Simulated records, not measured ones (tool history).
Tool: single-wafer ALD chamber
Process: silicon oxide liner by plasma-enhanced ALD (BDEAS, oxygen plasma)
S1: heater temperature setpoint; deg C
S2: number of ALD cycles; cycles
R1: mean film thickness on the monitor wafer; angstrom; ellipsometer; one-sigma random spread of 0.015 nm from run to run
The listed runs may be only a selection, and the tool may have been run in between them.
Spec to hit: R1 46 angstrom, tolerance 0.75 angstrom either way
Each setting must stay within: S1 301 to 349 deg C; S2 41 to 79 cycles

Run 1, hour 0: S1 325 deg C, S2 60 cycles. Result: R1 57.553 angstrom.
Run 2, hour 5.8: S1 325 deg C, S2 58 cycles. Result: R1 55.994 angstrom.
Run 3, hour 9.1: S1 316 deg C, S2 58 cycles. Result: R1 56.74 angstrom.
Run 4, hour 9.9: S1 317 deg C, S2 56 cycles. Result: R1 54.936 angstrom.
Run 5, hour 15.3: S1 313 deg C, S2 56 cycles. Result: R1 55.124 angstrom.
Run 6, hour 24.1: S1 314 deg C, S2 55 cycles. Result: R1 53.952 angstrom.
Run 7, hour 26.2: S1 315 deg C, S2 54 cycles. Result: R1 52.894 angstrom.
Run 8, hour 31.2: S1 316 deg C, S2 53 cycles. Result: R1 51.831 angstrom.
Run 9, hour 38.6: S1 317 deg C, S2 52 cycles. Result: R1 50.822 angstrom.
Run 10, hour 42.2: S1 321 deg C, S2 46 cycles. Result: R1 44.654 angstrom.
Run 11, hour 44.1: S1 320 deg C, S2 46 cycles. Result: R1 44.952 angstrom.

5 next moves are on the table. One of them brings every result within its allowed miss. Which?
Run A, hour 46: S1 318 deg C, S2 47 cycles. Result: R1 ?.
Run B, hour 46: S1 317 deg C, S2 45 cycles. Result: R1 ?.
Run C, hour 46: S1 319 deg C, S2 45 cycles. Result: R1 ?.
Run D, hour 46: S1 315 deg C, S2 49 cycles. Result: R1 ?.
Run E, hour 46: S1 316 deg C, S2 45 cycles. Result: R1 ?.

move      R1
   A  45.906
   B  44.024
   C  43.881
   D  48.093
   E  44.095
A: in spec on every target
B: moves away from the targets compared with the last run
C: moves away from the targets compared with the last run
D: pushes the last run's worst result past its target
E: moves away from the targets compared with the last run
The right move is A.

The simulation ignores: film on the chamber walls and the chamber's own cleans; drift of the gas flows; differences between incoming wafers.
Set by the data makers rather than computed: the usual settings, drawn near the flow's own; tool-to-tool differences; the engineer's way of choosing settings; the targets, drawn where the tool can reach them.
